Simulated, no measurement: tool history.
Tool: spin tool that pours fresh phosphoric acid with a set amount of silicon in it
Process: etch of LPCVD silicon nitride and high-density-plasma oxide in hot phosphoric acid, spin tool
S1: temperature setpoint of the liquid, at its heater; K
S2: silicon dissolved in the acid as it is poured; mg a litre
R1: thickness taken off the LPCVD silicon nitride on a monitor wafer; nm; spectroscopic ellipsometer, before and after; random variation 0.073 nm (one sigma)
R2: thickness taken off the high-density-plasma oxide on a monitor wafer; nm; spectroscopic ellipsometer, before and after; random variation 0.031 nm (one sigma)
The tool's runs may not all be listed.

Run 1, day 0: S1 436.15 K, S2 10.5 mg a litre, time under the liquid (s) 90. Result: R1 8.4331 nm, R2 0.5101 nm.
Run 2, day 0.25: S1 437.15 K, S2 15 mg a litre, time under the liquid (s) 100. Result: R1 9.5447 nm, R2 0.59392 nm.
Run 3, day 0.575: S1 437.15 K, S2 15 mg a litre, time under the liquid (s) 80. Result: R1 7.8111 nm, R2 0.44491 nm.
Run 4, day 0.629: S1 437.15 K, S2 18 mg a litre, time under the liquid (s) 95. Result: R1 9.2288 nm, R2 0.41426 nm.
Run 5, day 0.908: S1 438.65 K, S2 18 mg a litre, time under the liquid (s) 95. Result: R1 9.6694 nm, R2 0.55633 nm.
Run 6, day 1.138: S1 438.65 K, S2 20 mg a litre, time under the liquid (s) 100. Result: R1 10.314 nm, R2 0.47923 nm.
Run 7, day 1.258: S1 439.15 K, S2 21 mg a litre, time under the liquid (s) 105. Result: R1 10.796 nm, R2 0.53868 nm.

Run 8 comes next. What will it give?
Run 8, day 1.596: S1 439.15 K, S2 22 mg a litre, time under the liquid (s) 110. Result: R1 ?, R2 ?.

{"run 8": {"R1": 11.371, "R2": 0.56653}}

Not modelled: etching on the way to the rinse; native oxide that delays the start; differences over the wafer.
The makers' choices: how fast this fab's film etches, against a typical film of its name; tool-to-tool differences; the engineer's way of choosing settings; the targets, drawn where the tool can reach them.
